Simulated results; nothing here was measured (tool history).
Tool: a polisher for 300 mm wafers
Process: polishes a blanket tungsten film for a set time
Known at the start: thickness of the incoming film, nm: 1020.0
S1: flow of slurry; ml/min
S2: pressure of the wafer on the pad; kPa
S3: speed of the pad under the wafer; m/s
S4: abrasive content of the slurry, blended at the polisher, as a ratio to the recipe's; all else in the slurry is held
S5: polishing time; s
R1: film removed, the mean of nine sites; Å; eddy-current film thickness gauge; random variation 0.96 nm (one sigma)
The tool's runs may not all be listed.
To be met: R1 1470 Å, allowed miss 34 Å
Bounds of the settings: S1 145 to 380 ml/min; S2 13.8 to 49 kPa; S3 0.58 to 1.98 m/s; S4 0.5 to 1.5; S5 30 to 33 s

run	hour	S1	S2	S3	S4	S5	R1
1	0	245	31	1.28	1	33	2596.6
2	8.8	240	27.6	1.28	1	33	2288.9
3	15.9	240	27.6	1.28	0.85	33	2193.3
4	16.6	240	27.6	1.28	0.85	30	2009.1
5	23.1	235	26.2	1.28	0.85	30	1917.7
6	28.6	230	24.8	1.28	0.85	30	1818.7
7	35.1	230	24.8	1.28	0.85	30	1839.7
8	42.5	225	23.4	1.28	0.85	30	1707
9	46.3	215	22.8	1.28	0.85	30	1661.5
10	53.3	200	18.6	1.28	0.85	30	1352.3
11	60.7	210	18.6	1.28	0.85	30	1359.2
12	63	220	18.6	1.28	0.85	30	1381.5
13	70.7	230	18.6	1.28	0.85	30	1391.2
14	76.8	235	18.6	1.28	0.85	30	1383.8
15	83.7	250	20.7	1.28	0.85	30	1557

5 next moves are on the table. One of them brings every result within its allowed miss. Which?
A	90.6	195	18.6	1.32	0.85	30	?
B	90.6	250	21.4	1.24	0.9	32	?
C	90.6	260	17.9	1.32	0.95	30	?
D	90.6	240	17.9	1.36	1.05	30	?
E	90.6	325	16.5	1.76	0.75	30	?

move	R1
A	1387.4
B	1670.3
C	1414.9
D	1467.8
E	1629.7
A: takes the result that was furthest off past its target
B: further off than the last run
C: takes the result that was furthest off past its target
D: meets every target
E: further off than the last run
The right move is D.
